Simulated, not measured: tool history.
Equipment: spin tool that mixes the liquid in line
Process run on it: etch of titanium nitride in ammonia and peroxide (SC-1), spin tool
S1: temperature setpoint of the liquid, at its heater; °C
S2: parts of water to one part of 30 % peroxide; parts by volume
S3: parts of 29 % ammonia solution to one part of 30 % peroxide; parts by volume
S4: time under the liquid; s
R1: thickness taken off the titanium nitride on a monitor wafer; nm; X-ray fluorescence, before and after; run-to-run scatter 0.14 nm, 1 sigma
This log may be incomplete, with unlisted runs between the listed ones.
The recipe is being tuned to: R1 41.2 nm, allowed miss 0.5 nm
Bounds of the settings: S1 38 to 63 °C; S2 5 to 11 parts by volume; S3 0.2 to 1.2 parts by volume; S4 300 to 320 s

| run | hour | S1 | S2 | S3 | S4 | R1 |
|---|---|---|---|---|---|---|
| 1 | 0 | 47 | 6 | 0.85 | 300 | 14.499 |
| 2 | 7.5 | 47 | 8 | 0.85 | 300 | 12.567 |
| 3 | 11.5 | 47 | 8 | 0.85 | 320 | 13.557 |
| 4 | 19.1 | 47 | 10 | 0.85 | 320 | 12.052 |
| 5 | 26.1 | 47 | 10 | 0.85 | 300 | 11.36 |
| 6 | 27.9 | 51.5 | 9.5 | 0.85 | 300 | 15.921 |
|  | 34.4 | heated supply line repaired |
| 7 | 34.4 | 59.5 | 7 | 0.85 | 300 | 36.63 |
| 8 | 38.2 | 59.5 | 7 | 0.85 | 300 | 36.536 |
| 9 | 45.6 | 60 | 7 | 0.85 | 300 | 37.577 |
| 10 | 47.6 | 60 | 7 | 0.85 | 300 | 37.554 |
| 11 | 53.2 | 60.5 | 7 | 0.85 | 300 | 38.951 |
| 12 | 56.4 | 61 | 7 | 0.85 | 300 | 40.181 |

Which of these 4 next moves meets every target?
| A | 59.6 | 61 | 7.5 | 0.9 | 300 | ? |
| B | 59.6 | 63 | 8.5 | 0.65 | 310 | ? |
| C | 59.6 | 60 | 5 | 0.75 | 300 | ? |
| D | 59.6 | 59.5 | 6.5 | 0.75 | 320 | ? |

| move | R1 |
|---|---|
| A | 39.367 |
| B | 41.435 |
| C | 43.372 |
| D | 39.691 |
A: the biggest miss grows against the last run
B: every result lands within tolerance
C: carries the result that was furthest off beyond its target, to the other side
D: the biggest miss grows against the last run
Correct choice: B, which meets every target
